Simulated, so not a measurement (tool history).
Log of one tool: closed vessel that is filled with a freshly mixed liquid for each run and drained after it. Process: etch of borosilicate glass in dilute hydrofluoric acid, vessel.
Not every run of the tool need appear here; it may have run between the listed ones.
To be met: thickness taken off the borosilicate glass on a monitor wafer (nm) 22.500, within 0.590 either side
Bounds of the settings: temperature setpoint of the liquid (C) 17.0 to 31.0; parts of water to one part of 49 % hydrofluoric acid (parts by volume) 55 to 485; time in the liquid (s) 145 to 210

| run | day | temperature setpoint of the liquid (C) | parts of water to one part of 49 % hydrofluoric acid (parts by volume) | time in the liquid (s) | thickness taken off the borosilicate glass on a monitor wafer (nm) |
|---|---|---|---|---|---|
| 1 | 0.000 | 23.0 | 270 | 210 | 20.151 |
| 2 | 0.338 | 23.0 | 325 | 210 | 15.518 |
| 3 | 0.458 | 25.0 | 320 | 210 | 17.136 |
| 4 | 0.692 | 25.0 | 320 | 145 | 11.773 |
| 5 | 1.033 | 26.5 | 320 | 145 | 12.461 |
| 6 | 1.221 | 25.5 | 285 | 145 | 13.996 |
| 7 | 1.521 | 24.0 | 255 | 145 | 15.251 |
| 8 | 1.846 | 28.0 | 215 | 145 | 21.714 |

Next run, 4 choices. One meets every target within its allowed miss, the rest don't. Which?
| A | 2.171 | 29.5 | 210 | 145 | ? |
| B | 2.171 | 28.0 | 200 | 145 | ? |
| C | 2.171 | 24.0 | 210 | 170 | ? |
| D | 2.171 | 25.0 | 230 | 170 | ? |

| move | thickness taken off the borosilicate glass on a monitor wafer (nm) |
|---|---|
| A | 23.488 |
| B | 23.683 |
| C | 22.641 |
| D | 20.984 |
A: carries the result that was furthest off beyond its target, to the other side
B: carries the result that was furthest off beyond its target, to the other side
C: meets every target
D: misses by more than the last run did
C is the move that brings every result within its allowed miss.
